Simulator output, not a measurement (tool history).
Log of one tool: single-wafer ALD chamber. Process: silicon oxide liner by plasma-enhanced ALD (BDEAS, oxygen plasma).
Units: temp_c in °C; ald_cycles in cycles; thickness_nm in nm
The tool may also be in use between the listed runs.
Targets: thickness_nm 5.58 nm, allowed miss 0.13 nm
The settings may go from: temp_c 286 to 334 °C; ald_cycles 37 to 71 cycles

| run | hour | temp_c | ald_cycles | thickness_nm |
|---|---|---|---|---|
| 1 | 0 | 310 | 54 | 4.6108 |
| 2 | 5.2 | 310 | 56 | 4.7644 |
| 3 | 10.9 | 310 | 50 | 4.2273 |
| 4 | 11.7 | 310 | 45 | 3.8394 |
| 5 | 16.9 | 320 | 45 | 3.7555 |
| 6 | 17.8 | 320 | 48 | 4.0147 |
| 7 | 18.7 | 319 | 52 | 4.3627 |
| 8 | 20.1 | 319 | 55 | 4.5893 |
| 9 | 23.7 | 318 | 57 | 4.7763 |

5 next moves are on the table. One of them brings every result within its allowed miss. Which?
| A | 27.3 | 319 | 67 | ? |
| B | 27.3 | 316 | 70 | ? |
| C | 27.3 | 301 | 61 | ? |
| D | 27.3 | 317 | 62 | ? |
| E | 27.3 | 303 | 61 | ? |

| move | thickness_nm |
|---|---|
| A | 5.6152 |
| B | 5.8955 |
| C | 5.2664 |
| D | 5.2132 |
| E | 5.2465 |
A: meets every target
B: takes the result that was furthest off past its target
C: nearer than the last run, and not there yet
D: nearer than the last run, and not there yet
E: nearer than the last run, and not there yet
Move A is the one to make.
